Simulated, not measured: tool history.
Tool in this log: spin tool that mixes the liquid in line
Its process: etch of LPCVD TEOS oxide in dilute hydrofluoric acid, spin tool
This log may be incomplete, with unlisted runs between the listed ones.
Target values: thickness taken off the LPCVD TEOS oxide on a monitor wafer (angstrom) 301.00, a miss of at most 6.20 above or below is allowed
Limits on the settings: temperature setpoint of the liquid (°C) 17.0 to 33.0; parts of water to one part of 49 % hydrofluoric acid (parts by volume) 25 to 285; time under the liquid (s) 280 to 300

| run | hour | temperature setpoint of the liquid (°C) | parts of water to one part of 49 % hydrofluoric acid (parts by volume) | time under the liquid (s) | thickness taken off the LPCVD TEOS oxide on a monitor wafer (angstrom) |
|---|---|---|---|---|---|
| 1 | 0.0 | 25.0 | 155 | 280 | 440.92 |
| 2 | 0.9 | 22.5 | 160 | 280 | 388.20 |
| 3 | 2.8 | 22.5 | 160 | 300 | 417.03 |
| 4 | 9.8 | 22.5 | 105 | 300 | 674.20 |
| 5 | 16.5 | 20.5 | 130 | 300 | 484.10 |
| 6 | 24.6 | 20.5 | 175 | 300 | 344.26 |
| 7 | 31.0 | 20.5 | 175 | 300 | 345.38 |
| 8 | 32.7 | 19.5 | 175 | 300 | 332.88 |
| 9 | 35.5 | 18.5 | 175 | 300 | 321.76 |
| 10 | 42.5 | 18.0 | 175 | 300 | 313.67 |

4 candidate next runs follow, results not yet known. Just one meets every target within its allowed miss. Identify it.
| A | 49.5 | 17.0 | 165 | 295 | ? |
| B | 49.5 | 17.5 | 170 | 300 | ? |
| C | 49.5 | 19.0 | 180 | 285 | ? |
| D | 49.5 | 20.0 | 185 | 300 | ? |

| move | thickness taken off the LPCVD TEOS oxide on a monitor wafer (angstrom) |
|---|---|
| A | 318.17 |
| B | 318.94 |
| C | 300.88 |
| D | 318.91 |
A: the biggest miss grows against the last run
B: the biggest miss grows against the last run
C: each result inside its tolerance
D: the biggest miss grows against the last run
C meets every target.
